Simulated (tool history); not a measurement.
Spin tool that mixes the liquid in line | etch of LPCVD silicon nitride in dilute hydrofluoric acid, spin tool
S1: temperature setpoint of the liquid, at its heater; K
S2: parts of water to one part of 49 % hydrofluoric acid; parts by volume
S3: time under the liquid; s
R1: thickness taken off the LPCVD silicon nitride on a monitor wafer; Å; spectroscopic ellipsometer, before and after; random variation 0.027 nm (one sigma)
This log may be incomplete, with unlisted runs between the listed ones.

run  hour      S1  S2  S3      R1
  1     0  294.15  55  55  3.4177
  2   7.7  294.15  55  35  2.2508
  3  10.1  294.15  55  55   3.345
  4  12.6  295.15  50  55   3.923
  5  21.4  296.15  50  55  4.3807
  6  24.6  296.15  65  55  3.4043
  7    33  297.15  65  55  3.6366
  8  33.7  297.65  60  55  3.7702

Forecast run 9:
  9  40.2  298.15  55  55   ?

Run 9 yielded R1 4.1962 Å.

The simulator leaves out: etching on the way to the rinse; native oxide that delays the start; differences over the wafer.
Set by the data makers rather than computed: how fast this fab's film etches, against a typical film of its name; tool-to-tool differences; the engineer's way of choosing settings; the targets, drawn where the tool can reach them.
